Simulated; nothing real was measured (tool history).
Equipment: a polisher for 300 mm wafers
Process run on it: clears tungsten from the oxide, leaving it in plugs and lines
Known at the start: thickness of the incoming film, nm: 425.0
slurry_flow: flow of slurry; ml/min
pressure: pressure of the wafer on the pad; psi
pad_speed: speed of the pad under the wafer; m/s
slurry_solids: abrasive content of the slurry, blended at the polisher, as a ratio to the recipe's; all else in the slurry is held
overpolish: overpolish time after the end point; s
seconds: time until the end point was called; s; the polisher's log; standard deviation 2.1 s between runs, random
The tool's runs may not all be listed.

Run 1, hour 0.0: slurry_flow 120 ml/min, pressure 3.4 psi, pad_speed 1.08 m/s, slurry_solids 1.0, overpolish 37 s. Result: seconds 83.392 s.
Run 2, hour 6.8: slurry_flow 120 ml/min, pressure 3.4 psi, pad_speed 1.08 m/s, slurry_solids 1.2, overpolish 37 s. Result: seconds 79.046 s.
Run 3, hour 12.0: slurry_flow 120 ml/min, pressure 2.9 psi, pad_speed 1.06 m/s, slurry_solids 1.2, overpolish 37 s. Result: seconds 93.674 s.
Run 4, hour 20.1: slurry_flow 120 ml/min, pressure 2.5 psi, pad_speed 1.04 m/s, slurry_solids 1.2, overpolish 37 s. Result: seconds 106.430 s.
Run 5, hour 28.7: slurry_flow 130 ml/min, pressure 2.5 psi, pad_speed 1.04 m/s, slurry_solids 1.2, overpolish 37 s. Result: seconds 106.050 s.
Run 6, hour 36.3: slurry_flow 130 ml/min, pressure 2.3 psi, pad_speed 1.04 m/s, slurry_solids 1.2, overpolish 37 s. Result: seconds 111.030 s.
Run 7, hour 38.4: slurry_flow 130 ml/min, pressure 2.1 psi, pad_speed 1.04 m/s, slurry_solids 1.2, overpolish 37 s. Result: seconds 118.180 s.

What will run 8 give?
Run 8, hour 41.4: slurry_flow 130 ml/min, pressure 2.0 psi, pad_speed 1.04 m/s, slurry_solids 1.2, overpolish 37 s. Result: seconds ?.

Run 8 came out at seconds 121.710 s.
